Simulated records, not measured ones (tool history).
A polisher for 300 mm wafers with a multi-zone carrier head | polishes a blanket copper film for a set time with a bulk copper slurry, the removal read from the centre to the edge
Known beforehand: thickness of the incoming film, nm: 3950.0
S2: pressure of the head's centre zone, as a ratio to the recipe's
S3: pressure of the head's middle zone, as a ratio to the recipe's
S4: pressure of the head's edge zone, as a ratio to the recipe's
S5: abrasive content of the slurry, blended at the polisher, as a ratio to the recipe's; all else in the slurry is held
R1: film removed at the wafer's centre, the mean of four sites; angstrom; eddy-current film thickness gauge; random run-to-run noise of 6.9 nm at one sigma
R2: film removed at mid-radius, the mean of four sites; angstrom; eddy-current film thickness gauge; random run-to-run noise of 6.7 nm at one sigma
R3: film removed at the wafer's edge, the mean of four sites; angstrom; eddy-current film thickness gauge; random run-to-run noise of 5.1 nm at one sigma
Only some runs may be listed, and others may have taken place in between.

{"run": 1, "hour": 0.0, "flow of slurry (ml/min)": 135, "S2": 1, "S3": 1, "S4": 1, "S5": 1, "polishing time (s)": 74, "R1": 5863.5, "R2": 5140.8, "R3": 5278.2}
{"run": 2, "hour": 7.4, "flow of slurry (ml/min)": 135, "S2": 1, "S3": 1, "S4": 1, "S5": 0.85, "polishing time (s)": 74, "R1": 5574.2, "R2": 4989.1, "R3": 5042.9}
{"run": 3, "hour": 14.3, "flow of slurry (ml/min)": 145, "S2": 0.99, "S3": 1.05, "S4": 1.01, "S5": 0.95, "polishing time (s)": 75, "R1": 5951.5, "R2": 5401.3, "R3": 5279.8}
{"run": 4, "hour": 15.9, "flow of slurry (ml/min)": 145, "S2": 0.99, "S3": 1.05, "S4": 0.98, "S5": 0.95, "polishing time (s)": 75, "R1": 5869.5, "R2": 5332.2, "R3": 5322.2}
{"run": 5, "hour": 20.1, "flow of slurry (ml/min)": 150, "S2": 0.98, "S3": 1.08, "S4": 1.03, "S5": 1, "polishing time (s)": 77, "R1": 6112.9, "R2": 5859.9, "R3": 5644.3}
{"run": 6, "hour": 21.4, "flow of slurry (ml/min)": 160, "S2": 0.98, "S3": 1.11, "S4": 1.05, "S5": 1, "polishing time (s)": 77, "R1": 6184.9, "R2": 5978.3, "R3": 5751.1}
{"run": 7, "hour": 23.5, "flow of slurry (ml/min)": 160, "S2": 0.97, "S3": 1.13, "S4": 1.02, "S5": 1.1, "polishing time (s)": 78, "R1": 6431.3, "R2": 6174.5, "R3": 5794.6}
{"run": 8, "hour": 29.1, "flow of slurry (ml/min)": 165, "S2": 0.95, "S3": 1.14, "S4": 1.01, "S5": 1.15, "polishing time (s)": 79, "R1": 6512.9, "R2": 6513.8, "R3": 5863.5}
{"run": 9, "hour": 30.5, "flow of slurry (ml/min)": 170, "S2": 0.95, "S3": 1.15, "S4": 1.02, "S5": 1.15, "polishing time (s)": 79, "R1": 6446, "R2": 6684.4, "R3": 5981}
{"run": 10, "hour": 38.7, "flow of slurry (ml/min)": 175, "S2": 0.96, "S3": 1.16, "S4": 1.02, "S5": 1.15, "polishing time (s)": 79, "R1": 6604.6, "R2": 6700, "R3": 6049.5}

For run 11, what comes out?
{"run": 11, "hour": 40.9, "flow of slurry (ml/min)": 180, "S2": 0.96, "S3": 1.17, "S4": 1.02, "S5": 1.15, "polishing time (s)": 79, "R1": "?", "R2": "?", "R3": "?"}

{"run 11": {"R1": 6592.1, "R2": 6925.9, "R3": 5946.8}}
